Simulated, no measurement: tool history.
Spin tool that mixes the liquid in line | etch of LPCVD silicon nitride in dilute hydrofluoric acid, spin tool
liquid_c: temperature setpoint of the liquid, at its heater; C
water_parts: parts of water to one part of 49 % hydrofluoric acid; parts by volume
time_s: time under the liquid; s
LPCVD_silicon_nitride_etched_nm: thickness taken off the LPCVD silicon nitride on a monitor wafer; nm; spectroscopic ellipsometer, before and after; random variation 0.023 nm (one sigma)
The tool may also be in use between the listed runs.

run,hour,liquid_c,water_parts,time_s,LPCVD_silicon_nitride_etched_nm
1,0,26,55,55,0.48159
2,6.6,27.5,50,55,0.5998
3,14.2,24,50,55,0.47281
4,14.8,24,40,55,0.58506
5,22.3,20.5,40,55,0.45864
6,30.2,20.5,40,55,0.44134
7,36.7,22.5,40,55,0.54223
8,44.6,24,40,55,0.5698
9,50.7,25.5,40,55,0.62395
10,57.7,27,40,55,0.73209
11,65.5,28,40,55,0.72816
12,70.7,28,40,55,0.72955
13,76.8,29,40,55,0.79229
14,81,29.5,40,55,0.80473
15,85.5,30,40,55,0.84224
16,91.4,30.5,40,55,0.87974

Forecast run 17:
17,93.8,30.5,40,55,?

LPCVD_silicon_nitride_etched_nm: 0.9029 nm
